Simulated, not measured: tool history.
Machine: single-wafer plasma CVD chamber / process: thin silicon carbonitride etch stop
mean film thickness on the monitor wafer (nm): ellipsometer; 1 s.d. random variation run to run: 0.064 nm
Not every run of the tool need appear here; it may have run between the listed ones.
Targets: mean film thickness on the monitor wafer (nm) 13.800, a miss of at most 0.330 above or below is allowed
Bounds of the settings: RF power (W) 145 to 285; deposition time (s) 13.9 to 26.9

| run | hour | RF power (W) | deposition time (s) | mean film thickness on the monitor wafer (nm) |
|---|---|---|---|---|
| 1 | 0.0 | 215 | 20.4 | 11.319 |
| 2 | 8.6 | 225 | 21.3 | 11.887 |
| 3 | 13.6 | 225 | 22.3 | 12.517 |
| 4 | 21.1 | 240 | 22.3 | 12.699 |
| 5 | 28.3 | 245 | 22.7 | 12.895 |
| 6 | 31.9 | 225 | 22.7 | 12.747 |
| 7 | 32.8 | 230 | 23.2 | 12.996 |
| 8 | 36.8 | 235 | 23.5 | 13.339 |
| 9 | 39.8 | 235 | 23.7 | 13.409 |

5 next moves are on the table. One of them brings every result within its allowed miss. Which?
| A | 42.8 | 215 | 23.8 | ? |
| B | 42.8 | 220 | 23.4 | ? |
| C | 42.8 | 245 | 22.8 | ? |
| D | 42.8 | 240 | 24.2 | ? |
| E | 42.8 | 230 | 23.4 | ? |

| move | mean film thickness on the monitor wafer (nm) |
|---|---|
| A | 13.135 |
| B | 12.991 |
| C | 13.013 |
| D | 13.738 |
| E | 13.139 |
A: moves away from the targets compared with the last run
B: moves away from the targets compared with the last run
C: moves away from the targets compared with the last run
D: all results land within tolerance of their targets
E: moves away from the targets compared with the last run
Correct choice: D, which meets every target
